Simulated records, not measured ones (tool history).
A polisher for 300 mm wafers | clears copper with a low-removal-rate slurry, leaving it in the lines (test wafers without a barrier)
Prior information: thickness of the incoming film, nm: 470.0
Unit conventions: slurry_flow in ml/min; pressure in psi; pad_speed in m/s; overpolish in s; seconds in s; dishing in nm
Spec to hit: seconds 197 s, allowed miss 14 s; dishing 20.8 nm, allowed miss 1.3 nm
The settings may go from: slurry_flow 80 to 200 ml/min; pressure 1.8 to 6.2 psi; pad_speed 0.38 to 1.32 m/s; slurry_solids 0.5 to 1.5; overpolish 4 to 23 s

| run | day | slurry_flow | pressure | pad_speed | slurry_solids | overpolish | seconds | dishing |
|---|---|---|---|---|---|---|---|---|
| 1 | 0 | 130 | 4 | 0.84 | 1 | 12 | 133.34 | 26.835 |
| 2 | 0.246 | 120 | 4 | 0.84 | 1 | 12 | 133.92 | 27.491 |
| 3 | 0.475 | 120 | 4 | 0.74 | 1 | 12 | 151.6 | 24.605 |
| 4 | 0.754 | 120 | 4 | 0.54 | 1 | 12 | 198.5 | 18.776 |
| 5 | 0.838 | 120 | 4.8 | 0.54 | 1 | 12 | 165.4 | 23.182 |
| 6 | 1.117 | 140 | 4.8 | 0.54 | 1 | 12 | 157.11 | 23.71 |
|  | 1.254 | slurry blender recalibrated |
| 7 | 1.254 | 135 | 4.6 | 0.54 | 1 | 12 | 156.29 | 24.536 |
| 8 | 1.383 | 125 | 4.5 | 0.54 | 1 | 12 | 157.92 | 22.987 |

5 next moves are on the table. One of them brings every result within its allowed miss. Which?
| A | 1.512 | 135 | 4.9 | 0.56 | 1.05 | 10 | ? | ? |
| B | 1.512 | 105 | 6 | 0.6 | 0.5 | 11 | ? | ? |
| C | 1.512 | 120 | 4.4 | 0.46 | 1 | 13 | ? | ? |
| D | 1.512 | 155 | 3.9 | 0.4 | 1.05 | 17 | ? | ? |
| E | 1.512 | 125 | 4.8 | 0.64 | 1 | 9 | ? | ? |

| move | seconds | dishing |
|---|---|---|
| A | 138.57 | 22.384 |
| B | 139.41 | 24.295 |
| C | 192.72 | 21.041 |
| D | 231.97 | 22.606 |
| E | 128.06 | 21.855 |
A: its largest miss is bigger than the last run's
B: its largest miss is bigger than the last run's
C: all results land within tolerance of their targets
D: moves the result that the last run missed by most past its target, out the other side
E: its largest miss is bigger than the last run's
So the answer is move C, the one that meets all the targets.
